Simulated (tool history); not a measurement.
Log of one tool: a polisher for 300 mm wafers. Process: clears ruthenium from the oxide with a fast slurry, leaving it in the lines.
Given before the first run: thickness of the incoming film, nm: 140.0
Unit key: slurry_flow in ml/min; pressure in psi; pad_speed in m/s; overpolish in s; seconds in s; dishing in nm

| run | day | slurry_flow | pressure | pad_speed | slurry_solids | overpolish | seconds | dishing |
|---|---|---|---|---|---|---|---|---|
| 1 | 0.000 | 265 | 2.3 | 1.00 | 1.0 | 16 | 43.751 | 43.155 |
| 2 | 0.329 | 265 | 2.3 | 1.14 | 1.0 | 16 | 39.393 | 45.827 |
| 3 | 0.638 | 265 | 2.2 | 1.14 | 1.0 | 17 | 40.068 | 48.186 |
| 4 | 0.679 | 210 | 2.2 | 1.14 | 1.0 | 17 | 41.071 | 46.070 |
| 5 | 0.846 | 210 | 2.1 | 1.14 | 1.0 | 18 | 42.958 | 47.563 |
| 6 | 1.033 | 210 | 2.6 | 1.14 | 1.0 | 18 | 37.353 | 52.493 |
| 7 | 1.208 | 205 | 2.0 | 1.14 | 1.0 | 25 | 43.808 | 59.351 |
| 8 | 1.488 | 200 | 1.9 | 1.14 | 1.0 | 26 | 45.577 | 60.119 |
| 9 | 1.783 | 200 | 1.9 | 1.14 | 1.0 | 26 | 46.203 | 61.219 |

Estimate the outcome of run 10 from the log above:
| 10 | 1.808 | 200 | 1.8 | 1.14 | 1.0 | 26 | ? | ? |

Run 10 measured seconds 46.898 s, dishing 59.952 nm.
